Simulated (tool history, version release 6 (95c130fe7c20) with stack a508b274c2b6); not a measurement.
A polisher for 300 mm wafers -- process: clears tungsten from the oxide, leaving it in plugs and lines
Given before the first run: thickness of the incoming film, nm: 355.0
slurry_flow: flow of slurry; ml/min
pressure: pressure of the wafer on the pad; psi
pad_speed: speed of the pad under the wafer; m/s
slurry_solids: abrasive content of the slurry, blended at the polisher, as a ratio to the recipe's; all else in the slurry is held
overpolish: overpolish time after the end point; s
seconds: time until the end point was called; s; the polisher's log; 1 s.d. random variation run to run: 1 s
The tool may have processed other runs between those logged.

{"run": 1, "hour": 0.0, "slurry_flow": 160, "pressure": 3.2, "pad_speed": 1.18, "slurry_solids": 1.0, "overpolish": 3, "seconds": 64.935}
{"run": 2, "hour": 5.0, "slurry_flow": 160, "pressure": 2.9, "pad_speed": 1.18, "slurry_solids": 1.0, "overpolish": 3, "seconds": 72.792}
{"run": 3, "hour": 12.7, "slurry_flow": 160, "pressure": 2.7, "pad_speed": 1.18, "slurry_solids": 1.0, "overpolish": 3, "seconds": 78.072}
{"run": 4, "hour": 16.4, "slurry_flow": 160, "pressure": 3.2, "pad_speed": 1.18, "slurry_solids": 1.0, "overpolish": 3, "seconds": 65.551}
{"run": 5, "hour": 24.2, "slurry_flow": 160, "pressure": 3.2, "pad_speed": 1.42, "slurry_solids": 1.0, "overpolish": 3, "seconds": 55.076}
{"run": 6, "hour": 26.8, "slurry_flow": 160, "pressure": 3.2, "pad_speed": 1.64, "slurry_solids": 1.0, "overpolish": 3, "seconds": 46.983}
{"run": 7, "hour": 33.2, "slurry_flow": 140, "pressure": 2.3, "pad_speed": 1.3, "slurry_solids": 0.95, "overpolish": 3, "seconds": 85.935}
{"run": 8, "hour": 36.9, "slurry_flow": 135, "pressure": 2.2, "pad_speed": 1.3, "slurry_solids": 0.95, "overpolish": 3, "seconds": 89.101}
{"run": 9, "hour": 37.9, "slurry_flow": 130, "pressure": 2.1, "pad_speed": 1.3, "slurry_solids": 0.95, "overpolish": 3, "seconds": 93.043}
{"run": 10, "hour": 40.3, "slurry_flow": 130, "pressure": 2.1, "pad_speed": 1.3, "slurry_solids": 0.95, "overpolish": 3, "seconds": 94.14}
{"run": 11, "hour": 41.4, "slurry_flow": 130, "pressure": 2.1, "pad_speed": 1.3, "slurry_solids": 0.95, "overpolish": 3, "seconds": 92.327}

Run 12 has not been measured yet. What should we expect?
{"run": 12, "hour": 48.1, "slurry_flow": 130, "pressure": 2.0, "pad_speed": 1.3, "slurry_solids": 0.95, "overpolish": 3, "seconds": "?"}

{"run 12": {"seconds": 97.538}}
